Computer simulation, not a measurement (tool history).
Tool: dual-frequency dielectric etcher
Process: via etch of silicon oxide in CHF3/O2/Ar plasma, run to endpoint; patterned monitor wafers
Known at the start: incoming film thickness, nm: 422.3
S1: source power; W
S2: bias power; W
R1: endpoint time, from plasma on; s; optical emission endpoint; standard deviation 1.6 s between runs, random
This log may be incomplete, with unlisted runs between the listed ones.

{"run": 1, "day": 0.0, "S1": 600, "S2": 219, "R1": 189.42}
{"run": 2, "day": 0.312, "S1": 600, "S2": 187, "R1": 201.76}
{"run": 3, "day": 0.529, "S1": 560, "S2": 183, "R1": 208.28}
{"run": 4, "day": 0.671, "S1": 560, "S2": 214, "R1": 195.98}
{"run": 5, "day": 0.721, "S1": 560, "S2": 184, "R1": 207.96}
{"run": 6, "day": 0.825, "S1": 560, "S2": 208, "R1": 200.89}
{"run": 7, "day": 0.888, "S1": 530, "S2": 205, "R1": 205.18}

The next listed run, before its measurement:
{"run": 8, "day": 1.092, "S1": 500, "S2": 202, "R1": "?"}

For run 8 the tool returned R1 205.40 s.
